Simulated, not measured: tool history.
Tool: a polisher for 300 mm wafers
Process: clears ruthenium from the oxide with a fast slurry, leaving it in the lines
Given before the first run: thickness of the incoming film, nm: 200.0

run  hour  flow of slurry (ml/min)  pressure of the wafer on the pad (psi)  speed of the pad under the wafer (m/s)  abrasive content of the slurry  overpolish time after the end point (s)  time until the end point was called (s)  dishing of a wide line in a test structure (Å)
  1   0.0                      165                                     1.7                                    1.10                            1.00                                       15                                   77.590                                          354.93
  2   8.6                      165                                     1.7                                    1.10                            1.20                                       15                                   72.560                                          361.99
  3   9.5                      165                                     1.7                                    1.10                            1.35                                       15                                   71.396                                          378.77
  4  16.0                      165                                     1.7                                    1.10                            1.35                                       12                                   70.657                                          319.89
  5  18.1                      165                                     1.7                                    1.10                            1.50                                       12                                   67.355                                          328.40
  6  22.5                      165                                     1.7                                    1.10                            1.50                                       16                                   67.283                                          404.52
  7  30.4                      165                                     1.8                                    1.10                            1.50                                       16                                   65.032                                          427.28
  8  35.9                      165                                     1.9                                    1.10                            1.50                                       16                                   63.433                                          435.28

What will run 9 give?
     43.6  -- slurry nozzle cleaned
  9  43.6                      170                                     2.4                                    1.18                            1.50                                       18                                        ?                                               ?

time until the end point was called (s): 42.669
dishing of a wide line in a test structure (Å): 612.23

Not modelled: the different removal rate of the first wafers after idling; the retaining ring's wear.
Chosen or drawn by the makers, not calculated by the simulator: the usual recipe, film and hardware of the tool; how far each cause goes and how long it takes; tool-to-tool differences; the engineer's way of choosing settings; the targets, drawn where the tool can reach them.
